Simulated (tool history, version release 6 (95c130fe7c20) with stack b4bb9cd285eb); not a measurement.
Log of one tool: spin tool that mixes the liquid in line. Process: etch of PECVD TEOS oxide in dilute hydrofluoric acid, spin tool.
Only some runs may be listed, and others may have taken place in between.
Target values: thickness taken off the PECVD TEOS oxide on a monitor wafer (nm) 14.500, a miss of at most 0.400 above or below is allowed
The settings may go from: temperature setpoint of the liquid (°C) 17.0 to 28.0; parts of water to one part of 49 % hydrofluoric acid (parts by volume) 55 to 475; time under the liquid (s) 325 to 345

run,hour,temperature setpoint of the liquid (°C),parts of water to one part of 49 % hydrofluoric acid (parts by volume),time under the liquid (s),thickness taken off the PECVD TEOS oxide on a monitor wafer (nm)
1,0.0,20.0,265,325,21.084
2,5.3,20.0,265,325,21.355
3,7.7,19.0,285,325,18.467
4,10.2,19.0,285,325,18.225
5,15.5,18.5,295,325,17.292
6,17.9,18.5,295,325,17.499
7,25.3,18.0,305,325,16.494
8,33.0,17.5,315,325,15.203

Consider the 4 candidate settings below. Which is the only one whose results all fall within their allowed miss of target?
A,40.7,17.0,345,325,?
B,40.7,17.0,340,325,?
C,40.7,17.0,305,325,?
D,40.7,19.5,360,340,?

move,thickness taken off the PECVD TEOS oxide on a monitor wafer (nm)
A,13.669
B,13.926
C,15.977
D,14.823
A: moves the result that the last run missed by most past its target, out the other side
B: moves the result that the last run missed by most past its target, out the other side
C: lands further from the targets than the last run did
D: meets every target
Go with D: it meets all targets.
